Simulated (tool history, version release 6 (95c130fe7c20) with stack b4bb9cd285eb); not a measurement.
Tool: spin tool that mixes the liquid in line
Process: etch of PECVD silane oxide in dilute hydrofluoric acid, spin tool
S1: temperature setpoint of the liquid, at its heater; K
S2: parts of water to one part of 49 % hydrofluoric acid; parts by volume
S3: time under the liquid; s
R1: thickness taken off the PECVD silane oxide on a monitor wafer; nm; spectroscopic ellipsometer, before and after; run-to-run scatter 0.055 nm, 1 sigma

run 1 hour=0 | S1=298.15 S2=215 S3=260 | R1=23.012
run 2 hour=1.3 | S1=298.15 S2=215 S3=280 | R1=24.855
run 3 hour=2.1 | S1=296.15 S2=225 S3=280 | R1=21.803
run 4 hour=3.4 | S1=294.65 S2=230 S3=280 | R1=20.088
run 5 hour=8 | S1=294.65 S2=230 S3=260 | R1=18.494
run 6 hour=16.9 | S1=293.65 S2=235 S3=260 | R1=17.37
run 7 hour=23.9 | S1=292.65 S2=240 S3=260 | R1=16.339
run 8 hour=28.3 | S1=292.15 S2=240 S3=260 | R1=16.195

Estimate the outcome of run 9 from the log above:
run 9 hour=35.8 | S1=291.65 S2=240 S3=260 | R1=?

R1: 15.769 nm

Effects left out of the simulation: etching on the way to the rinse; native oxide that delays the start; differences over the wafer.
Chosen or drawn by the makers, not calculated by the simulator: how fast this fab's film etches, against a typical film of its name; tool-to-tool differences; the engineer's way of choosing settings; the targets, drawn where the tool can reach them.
